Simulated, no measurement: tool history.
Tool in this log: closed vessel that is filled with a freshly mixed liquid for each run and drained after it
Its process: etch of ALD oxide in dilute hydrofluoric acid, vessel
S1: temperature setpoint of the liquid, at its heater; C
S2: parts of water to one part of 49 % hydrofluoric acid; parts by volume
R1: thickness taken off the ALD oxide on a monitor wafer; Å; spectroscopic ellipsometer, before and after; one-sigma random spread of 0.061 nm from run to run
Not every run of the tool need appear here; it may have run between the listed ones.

{"run": 1, "hour": 0.0, "S1": 25.0, "S2": 55, "time in the liquid (s)": 55, "R1": 188.53}
{"run": 2, "hour": 3.7, "S1": 25.0, "S2": 35, "time in the liquid (s)": 55, "R1": 306.05}
{"run": 3, "hour": 8.7, "S1": 23.0, "S2": 45, "time in the liquid (s)": 55, "R1": 216.28}
{"run": 4, "hour": 10.6, "S1": 21.5, "S2": 50, "time in the liquid (s)": 55, "R1": 180.25}
{"run": 5, "hour": 18.3, "S1": 23.0, "S2": 50, "time in the liquid (s)": 55, "R1": 191.28}
{"run": 6, "hour": 21.9, "S1": 23.0, "S2": 50, "time in the liquid (s)": 55, "R1": 191.24}
{"run": 7, "hour": 25.1, "S1": 21.5, "S2": 55, "time in the liquid (s)": 55, "R1": 162.39}
{"run": 8, "hour": 33.4, "S1": 21.5, "S2": 55, "time in the liquid (s)": 55, "R1": 162.9}
{"run": 9, "hour": 41.7, "S1": 20.5, "S2": 60, "time in the liquid (s)": 55, "R1": 141.52}
{"run": 10, "hour": 46.9, "S1": 19.5, "S2": 65, "time in the liquid (s)": 55, "R1": 125.14}
{"run": 11, "hour": 48.1, "S1": 19.0, "S2": 65, "time in the liquid (s)": 55, "R1": 122.96}

The next listed run, before its measurement:
{"run": 12, "hour": 54.7, "S1": 18.5, "S2": 65, "time in the liquid (s)": 55, "R1": "?"}

{"run 12": {"R1": 118.33}}
